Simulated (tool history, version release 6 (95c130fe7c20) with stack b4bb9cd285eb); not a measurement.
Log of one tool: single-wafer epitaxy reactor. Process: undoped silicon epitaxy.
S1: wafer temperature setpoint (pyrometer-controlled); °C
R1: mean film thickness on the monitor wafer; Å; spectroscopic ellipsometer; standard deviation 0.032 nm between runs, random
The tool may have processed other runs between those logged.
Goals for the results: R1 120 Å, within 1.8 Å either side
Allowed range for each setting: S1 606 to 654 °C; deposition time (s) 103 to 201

run 1 day=0 | S1=630 deposition_time_(s)=152 | R1=158.05
run 2 day=0.054 | S1=628 deposition_time_(s)=152 | R1=151.26
run 3 day=0.221 | S1=626 deposition_time_(s)=152 | R1=145.98
run 4 day=0.258 | S1=626 deposition_time_(s)=171 | R1=163.76
run 5 day=0.567 | S1=626 deposition_time_(s)=160 | R1=152.95
run 6 day=0.917 | S1=635 deposition_time_(s)=160 | R1=183.36
run 7 day=1.038 | S1=632 deposition_time_(s)=160 | R1=173.89
run 8 day=1.392 | S1=629 deposition_time_(s)=160 | R1=161.75
run 9 day=1.554 | S1=627 deposition_time_(s)=160 | R1=157.01
run 10 day=1.875 | S1=625 deposition_time_(s)=160 | R1=149.89
run 11 day=2.071 | S1=623 deposition_time_(s)=160 | R1=144.48
run 12 day=2.412 | S1=622 deposition_time_(s)=160 | R1=141.72
run 13 day=2.612 | S1=621 deposition_time_(s)=160 | R1=138.47
run 14 day=2.967 | S1=620 deposition_time_(s)=160 | R1=135.89
run 15 day=3.325 | S1=619 deposition_time_(s)=160 | R1=133.18

Consider the 5 candidate settings below. Which is the only one whose results all fall within their allowed miss of target?
run A day=3.683 | S1=619 deposition_time_(s)=144 | R1=?
run B day=3.683 | S1=614 deposition_time_(s)=155 | R1=?
run C day=3.683 | S1=618 deposition_time_(s)=143 | R1=?
run D day=3.683 | S1=613 deposition_time_(s)=158 | R1=?
run E day=3.683 | S1=621 deposition_time_(s)=135 | R1=?

move=A R1=119.91
move=B R1=116.45
move=C R1=116.66
move=D R1=116.28
move=E R1=117.1
A: all results land within tolerance of their targets
B: carries the result that was furthest off beyond its target, to the other side
C: carries the result that was furthest off beyond its target, to the other side
D: carries the result that was furthest off beyond its target, to the other side
E: carries the result that was furthest off beyond its target, to the other side
So the answer is move A, the one that meets all the targets.
